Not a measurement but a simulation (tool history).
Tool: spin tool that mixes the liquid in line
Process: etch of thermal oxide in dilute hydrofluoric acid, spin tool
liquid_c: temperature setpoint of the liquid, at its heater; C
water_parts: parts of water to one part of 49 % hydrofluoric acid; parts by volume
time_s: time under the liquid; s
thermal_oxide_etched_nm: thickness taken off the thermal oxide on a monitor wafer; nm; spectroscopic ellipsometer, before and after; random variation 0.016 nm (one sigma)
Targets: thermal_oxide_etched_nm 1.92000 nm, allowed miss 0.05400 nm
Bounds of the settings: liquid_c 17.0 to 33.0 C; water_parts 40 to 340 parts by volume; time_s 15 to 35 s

run	day	liquid_c	water_parts	time_s	thermal_oxide_etched_nm
1	0.000	25.0	190	35	0.66103
2	0.042	23.0	190	35	0.61245
3	0.229	24.0	175	35	0.71395
4	0.254	25.0	165	35	0.79135
5	0.425	26.0	155	35	0.88021
6	0.592	27.0	145	35	0.98437
7	0.858	27.5	135	35	1.09510
8	0.925	27.5	135	35	1.09550
9	1.062	31.5	65	35	2.93190
# day 1.162: hydrofluoric acid flow meter replaced
10	1.162	31.0	65	35	3.20120
11	1.504	30.0	65	35	3.08920
12	1.621	29.0	70	35	2.74260
13	1.775	28.0	70	35	2.65130
14	2.096	27.0	70	35	2.51690
15	2.279	27.0	70	35	2.51310
16	2.342	27.0	70	35	2.51500

Which of these 4 next moves meets every target?
A	2.404	23.0	40	35	?
B	2.404	24.0	80	35	?
C	2.404	27.5	75	30	?
D	2.404	30.0	55	35	?

move	thermal_oxide_etched_nm
A	3.90500
B	1.93190
C	2.04300
D	3.68990
A: further off than the last run
B: meets every target
C: nearer than the last run, and not there yet
D: further off than the last run
Answer: B
